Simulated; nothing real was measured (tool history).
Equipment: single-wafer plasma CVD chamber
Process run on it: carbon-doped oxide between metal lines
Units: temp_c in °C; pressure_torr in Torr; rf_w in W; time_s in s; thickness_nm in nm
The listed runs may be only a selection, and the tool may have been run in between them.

run,hour,temp_c,pressure_torr,rf_w,time_s,thickness_nm
1,0.0,375,5.90,675,22.0,126.13
2,5.1,375,5.90,590,22.0,114.75
3,6.6,370,5.90,590,22.0,116.46
4,9.4,359,5.90,590,22.0,119.19
5,14.5,359,5.32,590,22.0,117.41
6,23.1,351,5.32,590,22.0,120.62
7,24.8,351,5.39,615,22.0,123.44

Run 8 has not been measured yet. What should we expect?
8,27.9,351,5.46,635,22.0,?

Run 8 gave thickness_nm 126.15 nm.

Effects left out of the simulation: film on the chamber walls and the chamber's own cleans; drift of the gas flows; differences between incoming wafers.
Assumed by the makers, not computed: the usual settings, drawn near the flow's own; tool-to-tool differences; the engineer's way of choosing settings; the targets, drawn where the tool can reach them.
